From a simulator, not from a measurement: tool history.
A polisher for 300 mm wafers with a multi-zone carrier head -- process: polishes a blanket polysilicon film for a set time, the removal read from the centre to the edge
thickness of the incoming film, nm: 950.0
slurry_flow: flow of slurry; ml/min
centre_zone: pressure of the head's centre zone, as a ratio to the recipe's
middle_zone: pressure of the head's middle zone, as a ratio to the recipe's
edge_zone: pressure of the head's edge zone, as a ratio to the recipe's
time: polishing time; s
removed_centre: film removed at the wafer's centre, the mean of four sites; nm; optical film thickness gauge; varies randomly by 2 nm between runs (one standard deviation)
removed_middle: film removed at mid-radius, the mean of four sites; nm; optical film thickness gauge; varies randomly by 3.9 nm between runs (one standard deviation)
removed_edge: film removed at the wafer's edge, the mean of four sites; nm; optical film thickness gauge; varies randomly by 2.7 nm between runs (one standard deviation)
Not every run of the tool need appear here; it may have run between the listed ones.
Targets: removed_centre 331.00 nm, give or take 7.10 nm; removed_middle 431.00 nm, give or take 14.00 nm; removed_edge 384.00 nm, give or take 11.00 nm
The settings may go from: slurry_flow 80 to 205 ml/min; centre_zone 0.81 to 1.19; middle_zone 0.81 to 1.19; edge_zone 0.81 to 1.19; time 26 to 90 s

{"run": 1, "hour": 0.0, "slurry_flow": 135, "centre_zone": 1.0, "middle_zone": 1.0, "edge_zone": 1.0, "time": 58, "removed_centre": 372.64, "removed_middle": 373.29, "removed_edge": 374.95}
{"run": 2, "hour": 6.9, "slurry_flow": 135, "centre_zone": 1.0, "middle_zone": 1.0, "edge_zone": 0.92, "time": 58, "removed_centre": 370.53, "removed_middle": 379.29, "removed_edge": 359.9}
{"run": 3, "hour": 15.1, "slurry_flow": 135, "centre_zone": 1.0, "middle_zone": 0.93, "edge_zone": 0.92, "time": 58, "removed_centre": 373.45, "removed_middle": 351.05, "removed_edge": 356.98}
{"run": 4, "hour": 19.6, "slurry_flow": 110, "centre_zone": 1.0, "middle_zone": 0.93, "edge_zone": 0.92, "time": 58, "removed_centre": 360.63, "removed_middle": 340.65, "removed_edge": 357.51}
{"run": 5, "hour": 22.5, "slurry_flow": 110, "centre_zone": 0.98, "middle_zone": 0.97, "edge_zone": 0.93, "time": 58, "removed_centre": 354.73, "removed_middle": 350.74, "removed_edge": 354.23}
{"run": 6, "hour": 30.7, "slurry_flow": 115, "centre_zone": 0.96, "middle_zone": 1.01, "edge_zone": 0.96, "time": 58, "removed_centre": 351.59, "removed_middle": 365.54, "removed_edge": 357.72}
{"run": 7, "hour": 33.6, "slurry_flow": 115, "centre_zone": 0.94, "middle_zone": 1.04, "edge_zone": 0.99, "time": 58, "removed_centre": 344.42, "removed_middle": 381.43, "removed_edge": 366.72}
{"run": 8, "hour": 35.4, "slurry_flow": 115, "centre_zone": 0.93, "middle_zone": 1.06, "edge_zone": 1.0, "time": 58, "removed_centre": 338.13, "removed_middle": 382.55, "removed_edge": 366.76}
{"run": 9, "hour": 37.4, "slurry_flow": 120, "centre_zone": 0.92, "middle_zone": 1.08, "edge_zone": 1.01, "time": 58, "removed_centre": 339.81, "removed_middle": 390.57, "removed_edge": 370.18}
{"run": 10, "hour": 40.1, "slurry_flow": 120, "centre_zone": 0.91, "middle_zone": 1.1, "edge_zone": 1.02, "time": 58, "removed_centre": 335.92, "removed_middle": 398.41, "removed_edge": 373.55}
{"run": 11, "hour": 46.2, "slurry_flow": 120, "centre_zone": 0.9, "middle_zone": 1.11, "edge_zone": 1.02, "time": 58, "removed_centre": 329.2, "removed_middle": 394.65, "removed_edge": 374.83}
{"run": 12, "hour": 47.0, "slurry_flow": 125, "centre_zone": 0.9, "middle_zone": 1.13, "edge_zone": 1.01, "time": 58, "removed_centre": 334.13, "removed_middle": 409.68, "removed_edge": 370.41}
{"run": 13, "hour": 53.3, "slurry_flow": 125, "centre_zone": 0.89, "middle_zone": 1.14, "edge_zone": 1.02, "time": 58, "removed_centre": 326.24, "removed_middle": 417.35, "removed_edge": 369.98}
{"run": 14, "hour": 58.3, "slurry_flow": 130, "centre_zone": 0.89, "middle_zone": 1.14, "edge_zone": 1.03, "time": 58, "removed_centre": 331.44, "removed_middle": 407.55, "removed_edge": 380.29}
{"run": 15, "hour": 63.3, "slurry_flow": 130, "centre_zone": 0.89, "middle_zone": 1.15, "edge_zone": 1.03, "time": 58, "removed_centre": 330.01, "removed_middle": 417.72, "removed_edge": 379.11}

5 candidate next runs follow, results not yet known. Just one meets every target within its allowed miss. Identify it.
{"run": "A", "hour": 68.3, "slurry_flow": 100, "centre_zone": 0.88, "middle_zone": 1.17, "edge_zone": 1.02, "time": 61, "removed_centre": "?", "removed_middle": "?", "removed_edge": "?"}
{"run": "B", "hour": 68.3, "slurry_flow": 145, "centre_zone": 0.86, "middle_zone": 1.16, "edge_zone": 1.11, "time": 59, "removed_centre": "?", "removed_middle": "?", "removed_edge": "?"}
{"run": "C", "hour": 68.3, "slurry_flow": 110, "centre_zone": 0.88, "middle_zone": 1.08, "edge_zone": 1.1, "time": 59, "removed_centre": "?", "removed_middle": "?", "removed_edge": "?"}
{"run": "D", "hour": 68.3, "slurry_flow": 140, "centre_zone": 0.91, "middle_zone": 1.12, "edge_zone": 1.05, "time": 56, "removed_centre": "?", "removed_middle": "?", "removed_edge": "?"}
{"run": "E", "hour": 68.3, "slurry_flow": 155, "centre_zone": 0.9, "middle_zone": 1.14, "edge_zone": 1.1, "time": 55, "removed_centre": "?", "removed_middle": "?", "removed_edge": "?"}

move=A removed_centre=333.75 removed_middle=428.73 removed_edge=383.52
move=B removed_centre=333.07 removed_middle=431.75 removed_edge=400.15
move=C removed_centre=327.24 removed_middle=391.92 removed_edge=388.94
move=D removed_centre=332.92 removed_middle=395.79 removed_edge=368.40
move=E removed_centre=328.08 removed_middle=399.71 removed_edge=373.61
A: meets every target
B: gets the furthest-off result to its target, but another result is out of tolerance
C: further off than the last run
D: further off than the last run
E: further off than the last run
The right move is A.

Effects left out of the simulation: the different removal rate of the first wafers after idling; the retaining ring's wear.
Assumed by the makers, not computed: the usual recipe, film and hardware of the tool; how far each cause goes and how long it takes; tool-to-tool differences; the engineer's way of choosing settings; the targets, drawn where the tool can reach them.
